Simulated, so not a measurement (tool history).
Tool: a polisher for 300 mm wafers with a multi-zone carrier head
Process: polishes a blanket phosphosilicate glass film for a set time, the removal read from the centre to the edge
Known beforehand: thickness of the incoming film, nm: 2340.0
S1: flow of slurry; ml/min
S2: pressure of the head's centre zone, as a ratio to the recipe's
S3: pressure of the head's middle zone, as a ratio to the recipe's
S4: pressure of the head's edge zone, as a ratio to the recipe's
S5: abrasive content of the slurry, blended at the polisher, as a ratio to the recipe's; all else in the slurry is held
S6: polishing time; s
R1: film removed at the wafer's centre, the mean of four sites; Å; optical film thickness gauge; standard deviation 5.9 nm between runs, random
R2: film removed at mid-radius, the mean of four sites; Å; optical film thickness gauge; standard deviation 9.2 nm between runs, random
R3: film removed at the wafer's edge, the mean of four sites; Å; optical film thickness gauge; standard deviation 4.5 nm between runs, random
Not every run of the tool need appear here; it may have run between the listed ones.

Run 1, hour 0.0: S1 140 ml/min, S2 1.00, S3 1.00, S4 1.00, S5 1.00, S6 64 s. Result: R1 4997.9 Å, R2 5303.6 Å, R3 5142.9 Å.
Run 2, hour 3.4: S1 155 ml/min, S2 1.03, S3 1.03, S4 1.04, S5 1.10, S6 64 s. Result: R1 5472.3 Å, R2 5582.4 Å, R3 5455.9 Å.
Run 3, hour 6.0: S1 165 ml/min, S2 1.04, S3 1.06, S4 1.05, S5 1.20, S6 64 s. Result: R1 5883.5 Å, R2 6092.3 Å, R3 5702.1 Å.
Run 4, hour 7.8: S1 170 ml/min, S2 1.04, S3 1.07, S4 1.08, S5 1.30, S6 64 s. Result: R1 6027.8 Å, R2 6510.7 Å, R3 6138.6 Å.
Run 5, hour 11.4: S1 170 ml/min, S2 1.04, S3 1.07, S4 1.03, S5 1.30, S6 64 s. Result: R1 5965.2 Å, R2 6511.4 Å, R3 5968.3 Å.
Run 6, hour 18.3: S1 205 ml/min, S2 1.04, S3 1.07, S4 1.03, S5 1.30, S6 64 s. Result: R1 6302.0 Å, R2 6666.3 Å, R3 5998.1 Å.
Run 7, hour 26.9: S1 205 ml/min, S2 1.05, S3 1.08, S4 1.06, S5 1.35, S6 64 s. Result: R1 6423.6 Å, R2 6706.5 Å, R3 6244.0 Å.

What will run 8 give?
Run 8, hour 35.0: S1 205 ml/min, S2 1.07, S3 1.10, S4 1.08, S5 1.40, S6 64 s. Result: R1 ?, R2 ?, R3 ?.

{"run 8": {"R1": 6604.2, "R2": 7036.8, "R3": 6373.2}}
